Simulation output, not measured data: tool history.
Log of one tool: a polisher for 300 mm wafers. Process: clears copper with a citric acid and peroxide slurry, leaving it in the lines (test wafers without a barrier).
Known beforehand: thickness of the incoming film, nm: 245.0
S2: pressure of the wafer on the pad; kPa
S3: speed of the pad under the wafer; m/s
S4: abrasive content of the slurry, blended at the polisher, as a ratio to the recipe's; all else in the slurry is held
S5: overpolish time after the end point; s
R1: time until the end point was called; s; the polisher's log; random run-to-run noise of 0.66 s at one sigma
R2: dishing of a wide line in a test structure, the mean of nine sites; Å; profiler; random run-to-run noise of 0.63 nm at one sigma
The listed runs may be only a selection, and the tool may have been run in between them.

run 1 hour=0.0 | flow_of_slurry_(ml/min)=130 S2=18.6 S3=1.28 S4=1.0 S5=27 | R1=101.270 R2=434.53
run 2 hour=2.1 | flow_of_slurry_(ml/min)=140 S2=19.3 S3=1.28 S4=1.0 S5=23 | R1=97.474 R2=384.84
run 3 hour=5.1 | flow_of_slurry_(ml/min)=145 S2=20.0 S3=1.28 S4=1.0 S5=21 | R1=92.672 R2=372.88
run 4 hour=12.9 | flow_of_slurry_(ml/min)=150 S2=20.7 S3=1.28 S4=1.0 S5=19 | R1=92.331 R2=342.64
run 5 hour=18.2 | flow_of_slurry_(ml/min)=150 S2=21.4 S3=1.28 S4=1.0 S5=18 | R1=88.479 R2=349.94
run 6 hour=21.6 | flow_of_slurry_(ml/min)=155 S2=22.1 S3=1.28 S4=1.0 S5=17 | R1=85.090 R2=331.40

Run 7 has not been measured yet. What should we expect?
-- hour=25.1 head pressure recalibrated
run 7 hour=25.1 | flow_of_slurry_(ml/min)=180 S2=23.4 S3=1.28 S4=1.0 S5=15 | R1=? R2=?

{"run 7": {"R1": 74.592, "R2": 340.89}}
